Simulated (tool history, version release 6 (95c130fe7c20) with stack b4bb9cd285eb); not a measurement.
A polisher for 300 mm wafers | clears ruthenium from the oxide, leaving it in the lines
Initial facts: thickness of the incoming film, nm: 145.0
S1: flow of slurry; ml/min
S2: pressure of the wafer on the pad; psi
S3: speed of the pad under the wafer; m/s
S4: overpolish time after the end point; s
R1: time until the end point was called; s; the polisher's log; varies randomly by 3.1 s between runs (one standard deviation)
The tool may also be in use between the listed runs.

{"run": 1, "hour": 0.0, "S1": 190, "S2": 1.5, "S3": 1.28, "S4": 7, "R1": 137.62}
{"run": 2, "hour": 8.6, "S1": 190, "S2": 1.4, "S3": 1.26, "S4": 7, "R1": 149.61}
{"run": 3, "hour": 15.5, "S1": 190, "S2": 1.4, "S3": 1.56, "S4": 7, "R1": 119.71}
{"run": 4, "hour": 17.8, "S1": 190, "S2": 1.4, "S3": 1.56, "S4": 7, "R1": 123.14}
{"run": 5, "hour": 22.1, "S1": 190, "S2": 1.3, "S3": 1.54, "S4": 7, "R1": 129.78}
{"run": 6, "hour": 25.5, "S1": 190, "S2": 1, "S3": 1.54, "S4": 7, "R1": 156.89}

What does the tool deliver on the next run?
{"run": 7, "hour": 28.7, "S1": 190, "S2": 0.7, "S3": 1.5, "S4": 7, "R1": "?"}

Run 7 produced R1 200.14 s.
